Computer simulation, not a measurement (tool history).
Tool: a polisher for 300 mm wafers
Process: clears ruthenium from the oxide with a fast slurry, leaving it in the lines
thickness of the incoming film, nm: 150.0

run    day  flow of slurry (ml/min)  pressure of the wafer on the pad (kPa)  speed of the pad under the wafer (m/s)  abrasive content of the slurry  overpolish time after the end point (s)  time until the end point was called (s)  dishing of a wide line in a test structure (Å)
  1      0                      245                                    20.7                                     0.9                               1                                       20                                   37.052                                          623.85
  2  0.154                      245                                    22.1                                     0.9                               1                                       21                                   36.932                                          732.42
  3   0.35                      245                                    22.1                                     0.9                               1                                       25                                   35.994                                          787.72
  4  0.692                      245                                    23.4                                    0.92                               1                                       24                                   33.088                                          813.45
  5  0.758                      245                                    23.4                                    0.92                               1                                       19                                   32.069                                          686.03
  6    1.1                      245                                    23.4                                    0.92                             1.1                                       19                                   31.064                                          707.93
  7  1.242                      245                                    24.1                                    0.92                             1.1                                       20                                   30.542                                          770.24
  8  1.292                      245                                    24.8                                    0.92                             1.1                                       20                                   28.896                                          751.86

Run 9 comes next. What will it give?
  9  1.362                      245                                    24.8                                    0.92                             1.1                                       20                                        ?                                               ?

{"run 9": {"time until the end point was called (s)": 29.226, "dishing of a wide line in a test structure (Å)": 785.41}}
